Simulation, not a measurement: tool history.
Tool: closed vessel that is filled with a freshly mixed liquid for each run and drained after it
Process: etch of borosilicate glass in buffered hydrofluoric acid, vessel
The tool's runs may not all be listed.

run  hour  temperature setpoint of the liquid (°C)  parts of 40 % ammonium fluoride to one part of 49 % hydrofluoric acid (parts by volume)  time in the liquid (s)  thickness taken off the borosilicate glass on a monitor wafer (angstrom)
  1   0.0                                     22.0                                                                                     22.5                      30                                                                    159.96
  2   1.4                                     23.0                                                                                     20.5                      30                                                                    179.31
  3   9.0                                     21.5                                                                                     20.5                      30                                                                    165.90
  4  11.0                                     22.5                                                                                     18.5                      30                                                                    192.58
  5  13.3                                     23.5                                                                                     17.0                      30                                                                    220.64
  6  18.5                                     24.5                                                                                     16.0                      30                                                                    247.05
  7  25.4                                     25.5                                                                                     15.0                      30                                                                    277.84
  8  28.8                                     26.0                                                                                     14.5                      30                                                                    294.35
  9  36.9                                     26.5                                                                                     14.0                      30                                                                    311.81
 10  39.4                                     30.0                                                                                      8.5                      30                                                                    596.22

The next listed run, before its measurement:
 11  40.4                                     26.5                                                                                      8.5                      30                                                                         ?

{"run 11": {"thickness taken off the borosilicate glass on a monitor wafer (angstrom)": 499.15}}
